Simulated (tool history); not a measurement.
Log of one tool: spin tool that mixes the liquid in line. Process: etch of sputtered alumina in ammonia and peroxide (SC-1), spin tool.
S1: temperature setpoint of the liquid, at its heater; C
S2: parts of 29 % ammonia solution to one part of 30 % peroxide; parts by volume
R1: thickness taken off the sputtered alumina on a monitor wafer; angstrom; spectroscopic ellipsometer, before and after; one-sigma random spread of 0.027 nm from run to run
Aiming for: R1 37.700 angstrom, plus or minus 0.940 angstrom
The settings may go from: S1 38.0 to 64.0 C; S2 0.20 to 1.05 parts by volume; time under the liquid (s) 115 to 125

Run 1, day 0.000: S1 48.0 C, S2 0.55 parts by volume, time under the liquid (s) 115. Result: R1 63.138 angstrom.
Run 2, day 0.154: S1 42.5 C, S2 0.55 parts by volume, time under the liquid (s) 115. Result: R1 46.624 angstrom.
Run 3, day 0.488: S1 42.0 C, S2 0.55 parts by volume, time under the liquid (s) 115. Result: R1 45.127 angstrom.
Run 4, day 0.721: S1 42.0 C, S2 0.40 parts by volume, time under the liquid (s) 115. Result: R1 44.282 angstrom.
Run 5, day 0.762: S1 41.5 C, S2 0.40 parts by volume, time under the liquid (s) 115. Result: R1 42.407 angstrom.
Run 6, day 1.012: S1 41.5 C, S2 0.60 parts by volume, time under the liquid (s) 115. Result: R1 44.428 angstrom.
Run 7, day 1.383: S1 41.0 C, S2 0.60 parts by volume, time under the liquid (s) 115. Result: R1 42.399 angstrom.
Run 8, day 1.617: S1 40.5 C, S2 0.60 parts by volume, time under the liquid (s) 115. Result: R1 41.457 angstrom.
Run 9, day 1.896: S1 40.0 C, S2 0.60 parts by volume, time under the liquid (s) 115. Result: R1 40.358 angstrom.
Run 10, day 1.962: S1 39.5 C, S2 0.60 parts by volume, time under the liquid (s) 115. Result: R1 39.066 angstrom.

Below are 4 possible settings for the next run. Only one of them brings all results inside the allowed miss of their targets. Which is it?
Run A, day 2.029: S1 38.5 C, S2 0.65 parts by volume, time under the liquid (s) 125. Result: R1 ?.
Run B, day 2.029: S1 39.0 C, S2 0.95 parts by volume, time under the liquid (s) 120. Result: R1 ?.
Run C, day 2.029: S1 38.5 C, S2 0.90 parts by volume, time under the liquid (s) 120. Result: R1 ?.
Run D, day 2.029: S1 38.5 C, S2 0.70 parts by volume, time under the liquid (s) 115. Result: R1 ?.

move      R1
   A  41.011
   B  42.060
   C  40.616
   D  37.999
A: lands further from the targets than the last run did
B: lands further from the targets than the last run did
C: lands further from the targets than the last run did
D: every result lands within tolerance
The right move is D.
